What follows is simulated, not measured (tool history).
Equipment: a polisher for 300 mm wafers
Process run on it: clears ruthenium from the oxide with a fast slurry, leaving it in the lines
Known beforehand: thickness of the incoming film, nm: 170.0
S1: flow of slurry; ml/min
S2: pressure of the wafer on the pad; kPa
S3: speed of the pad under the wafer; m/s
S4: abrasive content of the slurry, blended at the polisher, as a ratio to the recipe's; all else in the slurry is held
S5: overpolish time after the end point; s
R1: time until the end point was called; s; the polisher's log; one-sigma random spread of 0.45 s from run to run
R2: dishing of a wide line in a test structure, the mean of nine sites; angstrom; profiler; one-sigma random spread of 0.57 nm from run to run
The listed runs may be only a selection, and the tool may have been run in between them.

run 1 hour=0 | S1=290 S2=13.1 S3=0.82 S4=1 S5=15 | R1=64.566 R2=326.08
run 2 hour=2.1 | S1=290 S2=14.5 S3=0.82 S4=1 S5=13 | R1=58.964 R2=296.73
run 3 hour=6.1 | S1=290 S2=14.5 S3=0.68 S4=1 S5=13 | R1=70.408 R2=252.08
run 4 hour=10.8 | S1=290 S2=15.9 S3=0.68 S4=1 S5=13 | R1=64.364 R2=268.17
run 5 hour=15.7 | S1=335 S2=15.9 S3=0.68 S4=1 S5=13 | R1=63.427 R2=288.06
run 6 hour=23.1 | S1=335 S2=15.9 S3=0.78 S4=1 S5=13 | R1=56.827 R2=315.69
run 7 hour=30 | S1=330 S2=16.5 S3=0.78 S4=1 S5=12 | R1=54.362 R2=314.48

Estimate the outcome of run 8 from the log above:
run 8 hour=37.2 | S1=325 S2=17.2 S3=0.78 S4=1 S5=11 | R1=? R2=?

Logged for run 8: R1 52.971 s, R2 280.41 angstrom.
